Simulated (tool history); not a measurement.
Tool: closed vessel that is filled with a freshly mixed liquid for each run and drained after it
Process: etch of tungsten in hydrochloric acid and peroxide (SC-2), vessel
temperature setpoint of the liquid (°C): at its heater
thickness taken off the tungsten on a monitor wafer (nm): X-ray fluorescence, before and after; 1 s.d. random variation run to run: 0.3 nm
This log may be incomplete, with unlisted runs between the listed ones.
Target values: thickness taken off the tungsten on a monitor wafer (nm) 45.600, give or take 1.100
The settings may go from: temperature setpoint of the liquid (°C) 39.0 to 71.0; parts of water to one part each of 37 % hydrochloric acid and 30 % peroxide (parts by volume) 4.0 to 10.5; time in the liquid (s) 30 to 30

| run | hour | temperature setpoint of the liquid (°C) | parts of water to one part each of 37 % hydrochloric acid and 30 % peroxide (parts by volume) | time in the liquid (s) | thickness taken off the tungsten on a monitor wafer (nm) |
|---|---|---|---|---|---|
| 1 | 0.0 | 55.0 | 5.5 | 30 | 26.552 |
| 2 | 3.1 | 57.5 | 5.5 | 30 | 31.252 |
| 3 | 8.2 | 55.0 | 5.5 | 30 | 26.443 |
| 4 | 13.2 | 57.5 | 5.5 | 30 | 31.187 |
| 5 | 18.4 | 59.0 | 5.5 | 30 | 34.697 |
| 6 | 23.1 | 60.0 | 5.5 | 30 | 36.486 |
| 7 | 26.5 | 61.0 | 5.5 | 30 | 38.875 |
| 8 | 29.4 | 61.5 | 5.5 | 30 | 39.759 |
| 9 | 31.4 | 61.5 | 5.5 | 30 | 39.960 |
| 10 | 34.2 | 62.0 | 5.5 | 30 | 41.267 |
| 11 | 41.9 | 62.5 | 5.5 | 30 | 43.341 |
| 12 | 49.3 | 63.0 | 5.5 | 30 | 43.982 |

Which of these 4 next moves meets every target?
| A | 56.7 | 60.0 | 4.0 | 30 | ? |
| B | 56.7 | 62.5 | 5.5 | 30 | ? |
| C | 56.7 | 62.0 | 5.5 | 30 | ? |
| D | 56.7 | 64.0 | 6.5 | 30 | ? |

| move | thickness taken off the tungsten on a monitor wafer (nm) |
|---|---|
| A | 45.027 |
| B | 42.089 |
| C | 40.806 |
| D | 40.728 |
A: every result lands within tolerance
B: misses by more than the last run did
C: misses by more than the last run did
D: misses by more than the last run did
A is the move that brings every result within its allowed miss.
